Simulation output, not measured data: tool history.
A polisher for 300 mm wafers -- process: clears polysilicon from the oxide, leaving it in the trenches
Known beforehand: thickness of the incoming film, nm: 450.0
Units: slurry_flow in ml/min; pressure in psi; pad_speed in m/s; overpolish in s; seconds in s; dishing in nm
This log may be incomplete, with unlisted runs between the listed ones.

run,hour,slurry_flow,pressure,pad_speed,overpolish,seconds,dishing
1,0.0,315,1.7,0.86,29,65.706,37.727
2,5.4,260,1.7,0.86,29,65.949,39.463
3,8.2,260,1.7,0.86,19,67.311,37.099
4,14.1,255,1.9,0.86,21,59.378,38.021
5,20.4,255,2.0,0.86,22,56.403,39.135
6,22.3,265,2.1,0.86,21,55.448,39.442
7,30.2,225,2.6,0.90,9,44.333,34.193

Predict the results of run 8:
8,35.2,235,2.6,0.90,14,?,?

Run 8 yielded seconds 44.160 s, dishing 36.634 nm.
